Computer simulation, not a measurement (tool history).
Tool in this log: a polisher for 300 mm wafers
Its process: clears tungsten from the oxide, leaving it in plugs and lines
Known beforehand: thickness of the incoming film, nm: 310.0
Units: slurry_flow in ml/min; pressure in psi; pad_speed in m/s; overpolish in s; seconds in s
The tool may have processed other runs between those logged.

{"run": 1, "hour": 0.0, "slurry_flow": 155, "pressure": 3.8, "pad_speed": 1.04, "slurry_solids": 1.0, "overpolish": 14, "seconds": 58.819}
{"run": 2, "hour": 1.8, "slurry_flow": 155, "pressure": 3.8, "pad_speed": 1.04, "slurry_solids": 0.85, "overpolish": 14, "seconds": 59.591}
{"run": 3, "hour": 6.5, "slurry_flow": 155, "pressure": 3.8, "pad_speed": 1.04, "slurry_solids": 0.85, "overpolish": 14, "seconds": 60.494}
{"run": 4, "hour": 8.8, "slurry_flow": 155, "pressure": 3.8, "pad_speed": 1.04, "slurry_solids": 0.7, "overpolish": 14, "seconds": 62.466}
{"run": 5, "hour": 11.7, "slurry_flow": 155, "pressure": 3.8, "pad_speed": 1.04, "slurry_solids": 0.7, "overpolish": 14, "seconds": 63.21}
{"run": 6, "hour": 20.5, "slurry_flow": 185, "pressure": 3.8, "pad_speed": 1.04, "slurry_solids": 0.7, "overpolish": 14, "seconds": 60.212}
{"run": 7, "hour": 25.4, "slurry_flow": 185, "pressure": 3.8, "pad_speed": 1.04, "slurry_solids": 0.7, "overpolish": 14, "seconds": 60.971}

Predict the results of run 8:
{"run": 8, "hour": 32.3, "slurry_flow": 180, "pressure": 3.6, "pad_speed": 1.04, "slurry_solids": 0.7, "overpolish": 14, "seconds": "?"}

{"run 8": {"seconds": 65.576}}
